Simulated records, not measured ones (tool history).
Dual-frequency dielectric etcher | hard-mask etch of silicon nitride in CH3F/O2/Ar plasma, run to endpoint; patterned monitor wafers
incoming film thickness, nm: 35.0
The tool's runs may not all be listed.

run,day,source power (W),bias power (W),endpoint time (s)
1,0,420,80,49.116
2,0.167,380,71,54.551
3,0.383,350,67,58.6
4,0.412,410,67,54.663
# day 0.492: source power generator calibrated
5,0.492,450,67,52.313
6,0.617,450,75,48.882
7,0.671,400,70,53.196
8,0.821,360,65,57.468
9,1.104,330,61,61.737
10,1.471,310,60,64.275

Run 11 comes next. What will it give?
11,1.571,300,60,?

endpoint time (s): 64.786
